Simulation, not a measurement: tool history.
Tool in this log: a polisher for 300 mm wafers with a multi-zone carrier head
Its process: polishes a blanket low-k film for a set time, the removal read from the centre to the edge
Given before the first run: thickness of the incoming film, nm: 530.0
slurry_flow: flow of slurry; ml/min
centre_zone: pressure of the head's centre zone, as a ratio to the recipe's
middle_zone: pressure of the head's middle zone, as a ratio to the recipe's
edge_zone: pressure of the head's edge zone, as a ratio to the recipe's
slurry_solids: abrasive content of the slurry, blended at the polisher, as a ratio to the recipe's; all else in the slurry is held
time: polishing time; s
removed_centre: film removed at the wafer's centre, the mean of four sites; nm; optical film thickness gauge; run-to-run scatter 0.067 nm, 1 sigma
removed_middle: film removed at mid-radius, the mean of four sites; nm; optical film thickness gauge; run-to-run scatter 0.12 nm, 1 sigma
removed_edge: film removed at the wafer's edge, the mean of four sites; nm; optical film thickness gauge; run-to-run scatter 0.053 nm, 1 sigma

| run | hour | slurry_flow | centre_zone | middle_zone | edge_zone | slurry_solids | time | removed_centre | removed_middle | removed_edge |
|---|---|---|---|---|---|---|---|---|---|---|
| 1 | 0.0 | 200 | 1.00 | 1.00 | 1.00 | 1.00 | 40 | 11.260 | 11.159 | 11.3610 |
| 2 | 8.1 | 200 | 1.00 | 1.00 | 0.94 | 1.00 | 40 | 11.223 | 11.285 | 10.8560 |
| 3 | 15.8 | 190 | 1.00 | 0.96 | 0.91 | 0.95 | 40 | 10.666 | 10.524 | 10.3270 |
| 4 | 24.4 | 190 | 1.00 | 0.96 | 0.83 | 0.95 | 40 | 10.776 | 10.653 | 9.8471 |
| 5 | 32.5 | 190 | 1.00 | 0.96 | 0.90 | 0.95 | 40 | 10.751 | 10.436 | 10.4130 |
| 6 | 33.2 | 190 | 1.00 | 0.96 | 0.84 | 0.95 | 40 | 10.787 | 10.525 | 10.0480 |

For run 7, what comes out?
| 7 | 38.3 | 185 | 1.01 | 0.95 | 0.83 | 0.90 | 40 | ? | ? | ? |

removed_centre: 10.361 nm
removed_middle: 10.116 nm
removed_edge: 9.6380 nm
